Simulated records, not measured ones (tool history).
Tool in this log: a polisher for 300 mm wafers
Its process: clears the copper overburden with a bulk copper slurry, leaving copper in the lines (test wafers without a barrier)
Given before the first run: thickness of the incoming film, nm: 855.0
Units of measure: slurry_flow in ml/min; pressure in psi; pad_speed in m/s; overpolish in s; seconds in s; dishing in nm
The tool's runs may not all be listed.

run,day,slurry_flow,pressure,pad_speed,slurry_solids,overpolish,seconds,dishing
1,0.000,155,2.8,1.04,1.0,22,90.939,93.268
2,0.117,155,2.1,1.04,1.0,22,120.650,74.566
3,0.442,155,2.1,1.04,1.0,23,124.110,75.057
4,0.592,155,2.6,1.04,1.0,23,99.440,88.634
5,0.933,155,2.6,0.80,1.0,23,128.140,76.213
6,1.242,155,2.6,0.80,1.0,24,127.500,80.026
7,1.300,145,2.6,0.80,1.0,26,130.640,79.759
8,1.383,145,2.6,0.80,1.0,27,129.760,84.102

What does the tool deliver on the next run?
9,1.525,135,2.6,0.80,1.0,28,?,?

For run 9 the tool returned seconds 128.790 s, dishing 85.331 nm.
